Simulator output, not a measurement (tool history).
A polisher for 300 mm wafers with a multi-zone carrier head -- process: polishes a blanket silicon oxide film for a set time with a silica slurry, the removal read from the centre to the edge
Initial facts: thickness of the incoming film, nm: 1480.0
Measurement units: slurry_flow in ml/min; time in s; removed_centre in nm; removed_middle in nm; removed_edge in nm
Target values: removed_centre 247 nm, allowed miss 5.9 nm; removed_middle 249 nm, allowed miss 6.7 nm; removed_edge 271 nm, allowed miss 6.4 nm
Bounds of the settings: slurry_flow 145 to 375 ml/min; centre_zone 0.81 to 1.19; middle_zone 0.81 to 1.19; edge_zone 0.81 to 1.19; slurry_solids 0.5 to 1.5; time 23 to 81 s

run	day	slurry_flow	centre_zone	middle_zone	edge_zone	slurry_solids	time	removed_centre	removed_middle	removed_edge
1	0	240	1	1	1	1	52	316.45	306.09	310.66
2	0.354	240	1.06	1	1	1	52	335.87	305.25	308.88
3	0.679	240	1.06	1	1.05	1	52	338.78	302.79	319.75
4	0.704	270	1.06	1	1.05	1	52	343.13	316.57	321.34
5	0.904	270	1.06	1	1.05	1.1	52	357.37	326.53	339.96
6	1.275	270	1.06	1	0.99	1.1	52	359.03	328.68	325.68
7	1.596	200	0.96	0.9	0.89	0.9	52	286.14	257.68	273.36
8	1.725	195	0.94	0.9	0.89	0.9	52	273.57	263.81	273.3
9	2.033	190	0.93	0.89	0.89	0.9	52	273.4	259.29	274.97
10	2.354	160	0.83	0.87	0.88	0.85	52	226.07	238.47	259.78
11	2.583	160	0.83	0.87	0.88	0.85	52	224.4	236.54	259.92
12	2.871	170	0.83	0.87	0.88	0.85	52	230.76	241.1	259.59
13	2.929	175	0.83	0.87	0.89	0.85	52	231.35	240.57	261.53
14	3.046	180	0.83	0.87	0.9	0.85	52	232.47	241.34	267.13
15	3.088	185	0.83	0.87	0.9	0.85	52	233.71	245.13	270.39
16	3.4	190	0.83	0.87	0.9	0.85	52	237.73	245.83	267.31
17	3.45	195	0.83	0.87	0.9	0.85	52	238.5	247.84	266.78

Which of these 5 next moves meets every target?
A	3.5	230	0.83	0.84	0.88	0.8	54	?	?	?
B	3.5	250	0.82	0.84	0.95	0.65	57	?	?	?
C	3.5	170	0.81	0.89	0.93	0.9	52	?	?	?
D	3.5	155	0.85	0.81	0.9	0.9	54	?	?	?
E	3.5	245	0.81	0.85	0.89	0.75	54	?	?	?

move	removed_centre	removed_middle	removed_edge
A	249.22	246.89	270.36
B	236.22	236.53	267.61
C	234.32	250.76	271.97
D	249.35	236.23	274.5
E	237.78	243.42	264.73
A: meets every target
B: moves away from the targets compared with the last run
C: moves away from the targets compared with the last run
D: brings the result that was furthest off to its target, and leaves another outside
E: moves away from the targets compared with the last run
Answer: A
